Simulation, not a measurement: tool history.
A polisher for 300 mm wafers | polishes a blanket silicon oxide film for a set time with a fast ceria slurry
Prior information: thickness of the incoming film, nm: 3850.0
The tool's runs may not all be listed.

run  hour  flow of slurry (ml/min)  pressure of the wafer on the pad (kPa)  speed of the pad under the wafer (m/s)  polishing time (s)  film removed (Å)
  1     0                      155                                    15.9                                    1.14                  43            5275.4
  2     3                      155                                    15.9                                    0.94                  43            4423.1
  3  11.2                      155                                    15.9                                    1.12                  43            5224.5
  4  14.9                      115                                    15.9                                    1.12                  43            5067.6
  5    19                       95                                    15.9                                    1.12                  43              4785
  6  26.2                       95                                    14.5                                    1.12                  43              4433
  7  32.8                       95                                    13.1                                    1.12                  43            3942.9
  8  40.7                       95                                    12.4                                    1.12                  43              3737
  9  47.1                       95                                    11.7                                    1.12                  43            3588.6
 10  53.1                       95                                      11                                    1.12                  43            3471.1

Run 11 comes next. What will it give?
 11  59.4                       95                                     7.6                                     1.1                  43                 ?

Run 11 gave film removed (Å) 2343.9.
